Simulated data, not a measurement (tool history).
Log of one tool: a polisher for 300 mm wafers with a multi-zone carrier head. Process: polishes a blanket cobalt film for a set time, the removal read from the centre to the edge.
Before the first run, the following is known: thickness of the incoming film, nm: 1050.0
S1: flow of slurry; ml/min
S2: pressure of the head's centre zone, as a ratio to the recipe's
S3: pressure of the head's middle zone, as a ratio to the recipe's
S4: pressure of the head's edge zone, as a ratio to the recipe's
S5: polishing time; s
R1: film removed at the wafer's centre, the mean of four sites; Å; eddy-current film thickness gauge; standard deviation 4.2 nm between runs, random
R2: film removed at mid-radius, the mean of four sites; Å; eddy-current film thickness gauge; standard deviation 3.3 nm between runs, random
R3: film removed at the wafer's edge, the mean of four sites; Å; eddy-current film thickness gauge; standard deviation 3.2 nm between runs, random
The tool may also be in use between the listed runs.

{"run": 1, "hour": 0.0, "S1": 235, "S2": 1, "S3": 1, "S4": 1, "S5": 52, "R1": 3050.5, "R2": 3199.5, "R3": 3275.9}
{"run": 2, "hour": 3.7, "S1": 240, "S2": 1.01, "S3": 1.02, "S4": 1.01, "S5": 52, "R1": 3152.8, "R2": 3260.4, "R3": 3380}
{"run": 3, "hour": 5.7, "S1": 245, "S2": 1.01, "S3": 1.04, "S4": 1.01, "S5": 52, "R1": 3141.2, "R2": 3271, "R3": 3298.8}
{"run": 4, "hour": 13.5, "S1": 270, "S2": 1.01, "S3": 1.04, "S4": 1.01, "S5": 52, "R1": 3166.7, "R2": 3339.7, "R3": 3345.3}
{"run": 5, "hour": 17.2, "S1": 275, "S2": 1.01, "S3": 1.06, "S4": 1.02, "S5": 52, "R1": 3176.2, "R2": 3376.1, "R3": 3396.8}
{"run": 6, "hour": 24.5, "S1": 330, "S2": 1.01, "S3": 1.06, "S4": 1.02, "S5": 52, "R1": 3219.8, "R2": 3435.4, "R3": 3421.3}
{"run": 7, "hour": 32.6, "S1": 330, "S2": 1.01, "S3": 1.07, "S4": 1.02, "S5": 52, "R1": 3235.8, "R2": 3446, "R3": 3395.2}
{"run": 8, "hour": 39.4, "S1": 330, "S2": 1.01, "S3": 1.08, "S4": 1.02, "S5": 52, "R1": 3242.1, "R2": 3467.2, "R3": 3456.5}
{"run": 9, "hour": 41.6, "S1": 330, "S2": 1.01, "S3": 1.09, "S4": 1.02, "S5": 52, "R1": 3188.6, "R2": 3460.6, "R3": 3433.6}
{"hour": 42.9, "done": "edge zone pressure recalibrated"}
{"run": 10, "hour": 42.9, "S1": 330, "S2": 1.01, "S3": 1.1, "S4": 1.01, "S5": 53, "R1": 3359, "R2": 3577.6, "R3": 3424.1}
{"run": 11, "hour": 51.4, "S1": 330, "S2": 1.01, "S3": 1.11, "S4": 1.02, "S5": 53, "R1": 3335.9, "R2": 3671.3, "R3": 3435.1}
{"run": 12, "hour": 57.0, "S1": 330, "S2": 1.01, "S3": 1.11, "S4": 1.03, "S5": 53, "R1": 3395.9, "R2": 3663.4, "R3": 3361.9}

Forecast run 13:
{"run": 13, "hour": 65.7, "S1": 330, "S2": 1.01, "S3": 1.11, "S4": 1.03, "S5": 53, "R1": "?", "R2": "?", "R3": "?"}

{"run 13": {"R1": 3225.3, "R2": 3600.6, "R3": 3421.3}}

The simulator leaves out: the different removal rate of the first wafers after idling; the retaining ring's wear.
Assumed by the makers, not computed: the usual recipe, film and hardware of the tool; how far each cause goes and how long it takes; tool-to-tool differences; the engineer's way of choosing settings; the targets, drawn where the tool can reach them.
